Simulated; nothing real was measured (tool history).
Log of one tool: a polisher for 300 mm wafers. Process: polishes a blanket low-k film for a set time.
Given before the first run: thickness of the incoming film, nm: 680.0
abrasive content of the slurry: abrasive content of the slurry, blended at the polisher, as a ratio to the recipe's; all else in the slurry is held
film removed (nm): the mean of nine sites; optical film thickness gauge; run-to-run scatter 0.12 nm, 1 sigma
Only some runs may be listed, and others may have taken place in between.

run,hour,flow of slurry (ml/min),pressure of the wafer on the pad (psi),speed of the pad under the wafer (cm/s),abrasive content of the slurry,polishing time (s),film removed (nm)
1,0,185,1.8,106,1,44,17.194
2,8.5,185,1.8,106,1,40,16.105
3,13.8,180,1.8,106,1,40,15.732
4,20,180,1.8,106,1,40,15.597
5,23.1,180,1.8,106,0.8,40,13.925
6,28.3,180,1.8,130,0.8,40,16.319
7,36.2,175,1.8,130,0.8,40,16.353
8,40,170,1.8,130,0.8,40,16.119

What will run 9 give?
9,48.5,165,1.8,130,0.8,40,?

{"run 9": {"film removed (nm)": 16.408}}

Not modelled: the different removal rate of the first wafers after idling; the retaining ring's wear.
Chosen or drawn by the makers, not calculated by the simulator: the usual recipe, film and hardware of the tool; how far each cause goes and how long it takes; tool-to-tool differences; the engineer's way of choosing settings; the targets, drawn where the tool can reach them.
